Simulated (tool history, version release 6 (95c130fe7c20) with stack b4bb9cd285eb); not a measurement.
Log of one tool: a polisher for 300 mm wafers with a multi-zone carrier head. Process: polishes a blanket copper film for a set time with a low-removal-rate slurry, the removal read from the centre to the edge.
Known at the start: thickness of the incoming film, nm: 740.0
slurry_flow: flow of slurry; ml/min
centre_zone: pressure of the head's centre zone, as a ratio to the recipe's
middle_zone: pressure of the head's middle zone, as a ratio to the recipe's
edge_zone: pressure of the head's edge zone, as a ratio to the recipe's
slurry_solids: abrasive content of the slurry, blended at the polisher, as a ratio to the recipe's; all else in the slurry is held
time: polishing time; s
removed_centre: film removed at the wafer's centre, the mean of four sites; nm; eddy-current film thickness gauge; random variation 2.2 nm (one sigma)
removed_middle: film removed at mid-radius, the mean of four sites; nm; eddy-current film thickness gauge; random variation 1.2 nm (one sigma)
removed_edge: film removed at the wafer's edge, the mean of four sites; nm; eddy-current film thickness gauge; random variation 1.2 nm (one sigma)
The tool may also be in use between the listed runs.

run 1 hour=0.0 | slurry_flow=300 centre_zone=1.00 middle_zone=1.00 edge_zone=1.00 slurry_solids=1.00 time=46 | removed_centre=127.49 removed_middle=132.05 removed_edge=126.77
run 2 hour=2.0 | slurry_flow=300 centre_zone=1.00 middle_zone=1.00 edge_zone=0.94 slurry_solids=1.00 time=46 | removed_centre=127.92 removed_middle=131.11 removed_edge=124.73
run 3 hour=8.3 | slurry_flow=300 centre_zone=1.00 middle_zone=1.00 edge_zone=0.94 slurry_solids=1.00 time=41 | removed_centre=118.34 removed_middle=118.49 removed_edge=112.05
run 4 hour=13.0 | slurry_flow=300 centre_zone=1.00 middle_zone=1.00 edge_zone=0.94 slurry_solids=1.00 time=37 | removed_centre=103.51 removed_middle=106.90 removed_edge=101.73
run 5 hour=20.0 | slurry_flow=305 centre_zone=1.02 middle_zone=1.00 edge_zone=0.97 slurry_solids=1.10 time=39 | removed_centre=112.10 removed_middle=113.85 removed_edge=109.70
run 6 hour=25.4 | slurry_flow=310 centre_zone=1.05 middle_zone=1.01 edge_zone=0.98 slurry_solids=1.20 time=41 | removed_centre=124.26 removed_middle=121.99 removed_edge=118.02
run 7 hour=29.3 | slurry_flow=315 centre_zone=1.07 middle_zone=1.02 edge_zone=1.00 slurry_solids=1.25 time=42 | removed_centre=131.19 removed_middle=128.91 removed_edge=122.95
run 8 hour=33.7 | slurry_flow=320 centre_zone=1.09 middle_zone=1.02 edge_zone=1.02 slurry_solids=1.30 time=43 | removed_centre=140.59 removed_middle=132.37 removed_edge=129.79
run 9 hour=38.2 | slurry_flow=330 centre_zone=1.11 middle_zone=1.04 edge_zone=1.05 slurry_solids=1.35 time=43 | removed_centre=143.73 removed_middle=137.69 removed_edge=132.81
run 10 hour=45.8 | slurry_flow=335 centre_zone=1.12 middle_zone=1.05 edge_zone=1.07 slurry_solids=1.40 time=43 | removed_centre=147.48 removed_middle=137.12 removed_edge=133.72
run 11 hour=48.8 | slurry_flow=335 centre_zone=1.12 middle_zone=1.06 edge_zone=1.08 slurry_solids=1.40 time=44 | removed_centre=144.10 removed_middle=144.17 removed_edge=137.53
run 12 hour=53.6 | slurry_flow=340 centre_zone=1.13 middle_zone=1.06 edge_zone=1.09 slurry_solids=1.40 time=44 | removed_centre=149.17 removed_middle=146.29 removed_edge=138.23
run 13 hour=57.5 | slurry_flow=345 centre_zone=1.14 middle_zone=1.06 edge_zone=1.10 slurry_solids=1.40 time=44 | removed_centre=151.88 removed_middle=144.10 removed_edge=138.43
run 14 hour=61.5 | slurry_flow=350 centre_zone=1.15 middle_zone=1.06 edge_zone=1.11 slurry_solids=1.40 time=44 | removed_centre=151.16 removed_middle=143.19 removed_edge=138.79
run 15 hour=64.0 | slurry_flow=350 centre_zone=1.16 middle_zone=1.06 edge_zone=1.11 slurry_solids=1.40 time=44 | removed_centre=152.47 removed_middle=143.48 removed_edge=141.08
run 16 hour=72.2 | slurry_flow=355 centre_zone=1.17 middle_zone=1.06 edge_zone=1.11 slurry_solids=1.40 time=44 | removed_centre=152.62 removed_middle=146.71 removed_edge=140.17
run 17 hour=80.8 | slurry_flow=360 centre_zone=1.17 middle_zone=1.06 edge_zone=1.11 slurry_solids=1.40 time=44 | removed_centre=155.78 removed_middle=143.26 removed_edge=140.08

Forecast run 18:
run 18 hour=88.0 | slurry_flow=360 centre_zone=1.17 middle_zone=1.06 edge_zone=1.12 slurry_solids=1.40 time=44 | removed_centre=? removed_middle=? removed_edge=?

{"run 18": {"removed_centre": 158.9, "removed_middle": 142.36, "removed_edge": 143.89}}
